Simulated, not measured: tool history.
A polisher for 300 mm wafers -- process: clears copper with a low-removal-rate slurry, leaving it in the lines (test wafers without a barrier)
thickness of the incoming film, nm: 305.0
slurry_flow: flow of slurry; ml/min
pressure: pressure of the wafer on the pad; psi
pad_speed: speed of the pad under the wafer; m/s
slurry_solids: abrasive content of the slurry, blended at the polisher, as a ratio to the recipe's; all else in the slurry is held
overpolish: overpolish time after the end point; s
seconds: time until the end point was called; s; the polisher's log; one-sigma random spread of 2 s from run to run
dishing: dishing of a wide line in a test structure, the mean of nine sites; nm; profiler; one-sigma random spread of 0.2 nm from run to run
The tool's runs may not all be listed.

run	hour	slurry_flow	pressure	pad_speed	slurry_solids	overpolish	seconds	dishing
1	0.0	130	2.2	1.36	1.00	10	99.401	20.705
2	6.2	130	2.7	1.36	1.00	10	78.212	25.216
3	12.2	130	2.7	1.36	1.15	10	77.098	25.853
4	14.6	130	2.7	1.36	1.15	6	77.964	16.872
5	16.2	130	2.6	1.36	1.15	6	80.389	15.960
6	19.7	130	2.5	1.36	1.15	6	83.973	15.503
7	28.4	130	2.4	1.36	1.15	6	87.324	14.405
8	32.8	130	2.3	1.36	1.15	6	91.511	14.361

Forecast run 9:
9	37.5	130	2.2	1.36	1.15	6	?	?

seconds: 94.958 s
dishing: 13.600 nm

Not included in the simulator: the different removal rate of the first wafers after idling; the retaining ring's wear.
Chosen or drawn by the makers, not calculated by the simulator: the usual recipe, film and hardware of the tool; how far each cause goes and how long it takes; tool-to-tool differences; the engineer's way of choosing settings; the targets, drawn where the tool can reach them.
